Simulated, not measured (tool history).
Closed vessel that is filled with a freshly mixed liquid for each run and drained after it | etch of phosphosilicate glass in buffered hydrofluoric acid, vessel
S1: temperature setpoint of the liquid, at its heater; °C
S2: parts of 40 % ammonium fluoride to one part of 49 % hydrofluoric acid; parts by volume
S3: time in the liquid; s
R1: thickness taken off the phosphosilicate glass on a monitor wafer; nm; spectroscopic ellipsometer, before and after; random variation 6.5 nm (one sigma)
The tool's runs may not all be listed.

run	hour	S1	S2	S3	R1
1	0	25	9.5	95	1015.3
2	5.5	25	9.5	105	1119.8
3	11.2	25	9.5	95	1013.5
4	19.7	25	9.5	95	1017.2
5	23.8	26	9.5	95	1067.4
6	30.5	26	7.5	95	1339

Forecast run 7:
7	38.2	25.5	7.5	95	?

{"run 7": {"R1": 1321}}
